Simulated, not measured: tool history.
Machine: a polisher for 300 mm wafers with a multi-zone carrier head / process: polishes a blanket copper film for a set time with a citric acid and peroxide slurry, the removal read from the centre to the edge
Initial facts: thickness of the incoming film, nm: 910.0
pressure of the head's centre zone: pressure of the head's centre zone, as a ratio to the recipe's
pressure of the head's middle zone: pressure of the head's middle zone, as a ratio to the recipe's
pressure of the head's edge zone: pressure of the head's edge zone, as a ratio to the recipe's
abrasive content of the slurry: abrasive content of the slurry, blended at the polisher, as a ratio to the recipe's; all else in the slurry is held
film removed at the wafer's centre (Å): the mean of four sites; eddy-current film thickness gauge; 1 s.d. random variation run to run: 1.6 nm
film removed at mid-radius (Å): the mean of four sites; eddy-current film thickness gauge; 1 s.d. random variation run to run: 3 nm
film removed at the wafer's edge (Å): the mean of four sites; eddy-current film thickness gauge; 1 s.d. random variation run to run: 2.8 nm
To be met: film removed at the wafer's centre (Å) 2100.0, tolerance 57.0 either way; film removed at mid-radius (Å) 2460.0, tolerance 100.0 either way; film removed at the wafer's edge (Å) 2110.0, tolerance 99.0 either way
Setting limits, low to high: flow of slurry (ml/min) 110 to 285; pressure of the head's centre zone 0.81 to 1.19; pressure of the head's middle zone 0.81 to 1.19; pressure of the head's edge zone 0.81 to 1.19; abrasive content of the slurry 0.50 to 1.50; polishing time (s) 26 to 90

run  hour  flow of slurry (ml/min)  pressure of the head's centre zone  pressure of the head's middle zone  pressure of the head's edge zone  abrasive content of the slurry  polishing time (s)  film removed at the wafer's centre (Å)  film removed at mid-radius (Å)  film removed at the wafer's edge (Å)
  1   0.0                      180                                1.00                                1.00                              1.00                            1.00                  58                                  1431.5                          1428.6                                1382.3
  2   5.7                      180                                0.96                                1.00                              1.00                            1.00                  58                                  1374.9                          1400.3                                1383.3
  3   8.8                      180                                0.96                                1.00                              1.05                            1.00                  58                                  1365.8                          1431.9                                1405.5
  4  10.5                      180                                0.91                                1.00                              1.05                            1.00                  58                                  1285.1                          1427.6                                1437.4
  5  17.2                      185                                0.92                                1.02                              1.06                            1.05                  59                                  1351.6                          1490.1                                1494.6
  6  19.4                      185                                0.92                                1.02                              1.06                            0.85                  59                                  1298.0                          1436.3                                1430.2
  7  21.4                      190                                0.93                                1.04                              1.06                            0.90                  60                                  1332.5                          1509.1                                1478.0
  8  27.0                      195                                0.94                                1.06                              1.06                            0.95                  61                                  1423.0                          1590.4                                1515.1
  9  31.3                      200                                0.94                                1.07                              1.07                            1.00                  62                                  1457.3                          1638.3                                1554.9
 10  38.6                      225                                0.99                                1.17                              1.07                            1.25                  78                                  2054.9                          2375.3                                2103.3

Next run, 5 choices. One meets every target within its allowed miss, the rest don't. Which?
  A  45.9                      225                                0.98                                1.19                              1.04                            1.20                  81                                       ?                               ?                                     ?
  B  45.9                      210                                1.05                                1.09                              1.08                            1.35                  76                                       ?                               ?                                     ?
  C  45.9                      200                                0.99                                1.08                              1.10                            1.40                  80                                       ?                               ?                                     ?
  D  45.9                      240                                0.99                                1.14                              1.10                            1.30                  74                                       ?                               ?                                     ?
  E  45.9                      210                                1.03                                1.09                              1.06                            1.20                  78                                       ?                               ?                                     ?

move  film removed at the wafer's centre (Å)  film removed at mid-radius (Å)  film removed at the wafer's edge (Å)
   A                                  2107.5                          2484.0                                2111.4
   B                                  2147.4                          2202.5                                2056.2
   C                                  2129.0                          2302.7                                2189.6
   D                                  1995.6                          2246.8                                2030.9
   E                                  2109.4                          2206.1                                2040.2
A: all results land within tolerance of their targets
B: misses by more than the last run did
C: misses by more than the last run did
D: misses by more than the last run did
E: misses by more than the last run did
The right move is A.
